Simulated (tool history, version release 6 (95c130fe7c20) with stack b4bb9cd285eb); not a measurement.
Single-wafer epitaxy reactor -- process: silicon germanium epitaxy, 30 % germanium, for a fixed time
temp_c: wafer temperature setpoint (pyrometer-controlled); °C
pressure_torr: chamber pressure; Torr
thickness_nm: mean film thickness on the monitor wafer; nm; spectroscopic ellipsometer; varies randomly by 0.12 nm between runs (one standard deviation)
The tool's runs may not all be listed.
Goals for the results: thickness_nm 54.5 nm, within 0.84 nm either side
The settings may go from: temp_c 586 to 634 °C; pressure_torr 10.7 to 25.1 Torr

run 1 hour=0 | temp_c=610 pressure_torr=17.9 | thickness_nm=68.863
run 2 hour=5.3 | temp_c=619 pressure_torr=17.9 | thickness_nm=79.365
run 3 hour=9.7 | temp_c=619 pressure_torr=20.1 | thickness_nm=82.884
run 4 hour=13.8 | temp_c=614 pressure_torr=20 | thickness_nm=76.519
run 5 hour=18.2 | temp_c=624 pressure_torr=20 | thickness_nm=89.09
run 6 hour=23 | temp_c=617 pressure_torr=19.9 | thickness_nm=79.75
run 7 hour=25.2 | temp_c=612 pressure_torr=19.8 | thickness_nm=73.973
run 8 hour=30.9 | temp_c=608 pressure_torr=19.7 | thickness_nm=69.029
run 9 hour=36.4 | temp_c=605 pressure_torr=19.7 | thickness_nm=66.016
run 10 hour=42.6 | temp_c=602 pressure_torr=19.7 | thickness_nm=62.949
run 11 hour=47.8 | temp_c=600 pressure_torr=19.7 | thickness_nm=60.955
run 12 hour=53.8 | temp_c=599 pressure_torr=19.7 | thickness_nm=59.974
run 13 hour=60.4 | temp_c=599 pressure_torr=19.7 | thickness_nm=59.867
run 14 hour=63.6 | temp_c=598 pressure_torr=19.7 | thickness_nm=58.865
run 15 hour=64.3 | temp_c=597 pressure_torr=19.7 | thickness_nm=57.919
run 16 hour=66.8 | temp_c=596 pressure_torr=19.7 | thickness_nm=57.175
run 17 hour=72.8 | temp_c=595 pressure_torr=19.7 | thickness_nm=56.051

Exercise: of the 4 proposed moves below, exactly one satisfies all targets within the stated allowed misses. Which move is it?
run A hour=78.8 | temp_c=593 pressure_torr=20 | thickness_nm=?
run B hour=78.8 | temp_c=592 pressure_torr=18.6 | thickness_nm=?
run C hour=78.8 | temp_c=593 pressure_torr=18 | thickness_nm=?
run D hour=78.8 | temp_c=596 pressure_torr=20.6 | thickness_nm=?

move=A thickness_nm=54.48
move=B thickness_nm=52.175
move=C thickness_nm=52.391
move=D thickness_nm=57.829
A: in spec on every target
B: carries the result that was furthest off beyond its target, to the other side
C: carries the result that was furthest off beyond its target, to the other side
D: moves away from the targets compared with the last run
Answer: A
